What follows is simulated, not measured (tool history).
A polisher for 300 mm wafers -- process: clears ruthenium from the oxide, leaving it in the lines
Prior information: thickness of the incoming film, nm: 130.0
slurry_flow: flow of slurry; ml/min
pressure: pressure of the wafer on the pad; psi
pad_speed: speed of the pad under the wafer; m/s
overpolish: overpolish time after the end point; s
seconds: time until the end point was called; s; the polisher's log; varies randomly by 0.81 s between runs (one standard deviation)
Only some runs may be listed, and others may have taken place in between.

| run | hour | slurry_flow | pressure | pad_speed | overpolish | seconds |
|---|---|---|---|---|---|---|
| 1 | 0.0 | 295 | 2.7 | 1.08 | 21 | 74.123 |
| 2 | 2.8 | 295 | 2.1 | 1.08 | 21 | 88.681 |
| 3 | 9.8 | 295 | 2.4 | 1.10 | 21 | 79.847 |
| 4 | 14.9 | 295 | 2.6 | 1.12 | 21 | 73.355 |
| 5 | 21.9 | 295 | 2.8 | 1.14 | 21 | 67.997 |
| 6 | 28.3 | 295 | 2.3 | 1.14 | 21 | 80.489 |
| 7 | 36.2 | 295 | 2.5 | 1.16 | 21 | 72.949 |

Run 8, settings as shown, results not yet in. Your forecast:
| 8 | 40.8 | 295 | 2.7 | 1.18 | 21 | ? |

Run 8 gave seconds 66.304 s.

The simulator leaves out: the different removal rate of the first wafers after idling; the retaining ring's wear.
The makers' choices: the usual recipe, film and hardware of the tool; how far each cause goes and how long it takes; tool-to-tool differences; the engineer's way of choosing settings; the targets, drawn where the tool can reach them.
